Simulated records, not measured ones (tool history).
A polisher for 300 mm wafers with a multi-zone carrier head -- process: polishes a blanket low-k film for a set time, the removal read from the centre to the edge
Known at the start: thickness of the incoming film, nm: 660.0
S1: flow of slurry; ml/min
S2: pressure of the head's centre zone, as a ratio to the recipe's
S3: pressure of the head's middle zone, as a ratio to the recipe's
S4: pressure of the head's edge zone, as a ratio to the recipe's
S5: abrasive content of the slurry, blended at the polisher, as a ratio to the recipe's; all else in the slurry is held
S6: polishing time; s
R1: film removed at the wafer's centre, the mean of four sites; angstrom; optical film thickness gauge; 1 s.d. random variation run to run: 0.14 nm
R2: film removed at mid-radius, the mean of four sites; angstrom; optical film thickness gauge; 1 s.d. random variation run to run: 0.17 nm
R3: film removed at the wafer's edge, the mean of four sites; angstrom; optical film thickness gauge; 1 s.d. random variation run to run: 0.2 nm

run  hour   S1    S2    S3    S4    S5  S6      R1      R2      R3
  1   0.0  320  1.00  1.00  1.00  1.00  44  169.85  190.89  189.68
  2   5.6  320  1.00  1.00  1.03  1.00  44  172.16  191.51  191.40
  3   8.1  320  1.00  1.00  1.01  1.00  44  172.05  192.84  197.10
  4   9.8  320  1.00  1.00  1.01  1.00  52  198.73  225.89  228.43
  5  14.9  325  1.00  1.00  1.00  0.95  52  197.14  222.43  223.13
  6  22.1  325  1.00  1.00  0.97  0.95  52  195.25  222.69  220.94
  7  24.4  330  1.00  1.00  0.96  0.90  52  191.56  221.43  213.72
  8  30.6  330  0.99  0.99  0.95  0.85  52  186.73  209.22  204.95
  9  34.4  330  0.97  0.98  0.94  0.80  52  180.61  201.33  202.02
 10  36.5  330  0.96  0.98  0.93  0.75  52  170.11  197.50  192.43
 11  39.5  330  0.96  0.98  0.93  0.75  52  170.72  198.25  195.35
 12  46.2  330  0.96  0.98  0.92  0.75  52  171.57  196.74  195.77
     48.3  -- centre zone pressure recalibrated
 13  48.3  325  0.94  0.97  0.82  0.50  52  160.10  162.96  153.83

For run 14, what comes out?
 14  55.4  325  0.94  0.97  0.82  0.50  52   ?   ?   ?

Run 14 measured R1 158.99 angstrom, R2 166.78 angstrom, R3 152.58 angstrom.
